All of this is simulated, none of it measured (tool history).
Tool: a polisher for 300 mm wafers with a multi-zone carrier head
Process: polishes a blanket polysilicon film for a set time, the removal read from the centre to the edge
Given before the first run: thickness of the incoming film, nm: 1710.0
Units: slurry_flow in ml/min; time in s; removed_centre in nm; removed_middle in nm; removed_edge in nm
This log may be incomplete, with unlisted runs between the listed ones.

{"run": 1, "day": 0.0, "slurry_flow": 300, "centre_zone": 1, "middle_zone": 1, "edge_zone": 1, "time": 69, "removed_centre": 272.8, "removed_middle": 266.62, "removed_edge": 267.39}
{"run": 2, "day": 0.262, "slurry_flow": 300, "centre_zone": 1.01, "middle_zone": 0.99, "edge_zone": 1.03, "time": 73, "removed_centre": 295.26, "removed_middle": 283.59, "removed_edge": 286.41}
{"run": 3, "day": 0.525, "slurry_flow": 300, "centre_zone": 1.01, "middle_zone": 0.97, "edge_zone": 1.05, "time": 77, "removed_centre": 304.94, "removed_middle": 287.72, "removed_edge": 315.01}
{"run": 4, "day": 0.783, "slurry_flow": 300, "centre_zone": 1.03, "middle_zone": 0.98, "edge_zone": 1.07, "time": 79, "removed_centre": 319.02, "removed_middle": 296.27, "removed_edge": 318.12}
{"run": 5, "day": 0.929, "slurry_flow": 305, "centre_zone": 1.03, "middle_zone": 0.98, "edge_zone": 1.08, "time": 82, "removed_centre": 335.28, "removed_middle": 308.87, "removed_edge": 329.41}
{"run": 6, "day": 1.05, "slurry_flow": 305, "centre_zone": 1.03, "middle_zone": 0.98, "edge_zone": 1.16, "time": 82, "removed_centre": 326.57, "removed_middle": 309.44, "removed_edge": 336}
{"run": 7, "day": 1.412, "slurry_flow": 305, "centre_zone": 1.03, "middle_zone": 0.98, "edge_zone": 1.16, "time": 84, "removed_centre": 335.92, "removed_middle": 324.74, "removed_edge": 349.28}

Run 8, settings as shown, results not yet in. Your forecast:
{"run": 8, "day": 1.75, "slurry_flow": 305, "centre_zone": 1.04, "middle_zone": 0.97, "edge_zone": 1.16, "time": 86, "removed_centre": "?", "removed_middle": "?", "removed_edge": "?"}

{"run 8": {"removed_centre": 353.75, "removed_middle": 323.18, "removed_edge": 355.99}}

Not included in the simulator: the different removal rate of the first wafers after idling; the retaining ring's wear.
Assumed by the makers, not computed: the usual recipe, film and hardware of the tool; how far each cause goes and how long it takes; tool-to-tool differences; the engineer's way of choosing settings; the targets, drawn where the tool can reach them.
